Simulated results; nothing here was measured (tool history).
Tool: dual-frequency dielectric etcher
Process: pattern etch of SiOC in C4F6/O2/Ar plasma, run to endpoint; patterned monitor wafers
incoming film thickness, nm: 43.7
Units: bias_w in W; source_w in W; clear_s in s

Run 1, hour 0: bias_w 384 W, source_w 430 W. Result: clear_s 17.11 s.
Run 2, hour 6.6: bias_w 372 W, source_w 420 W. Result: clear_s 17.348 s.
Run 3, hour 9.7: bias_w 337 W, source_w 420 W. Result: clear_s 17.958 s.
Run 4, hour 13.8: bias_w 329 W, source_w 420 W. Result: clear_s 18.278 s.
Run 5, hour 15.2: bias_w 323 W, source_w 420 W. Result: clear_s 18.416 s.
Run 6, hour 21.6: bias_w 323 W, source_w 340 W. Result: clear_s 20.665 s.
Run 7, hour 30: bias_w 328 W, source_w 340 W. Result: clear_s 20.596 s.
Run 8, hour 32.4: bias_w 378 W, source_w 360 W. Result: clear_s 18.806 s.

Run 9 comes next. What will it give?
Run 9, hour 33.8: bias_w 375 W, source_w 360 W. Result: clear_s ?.

{"run 9": {"clear_s": 18.948}}
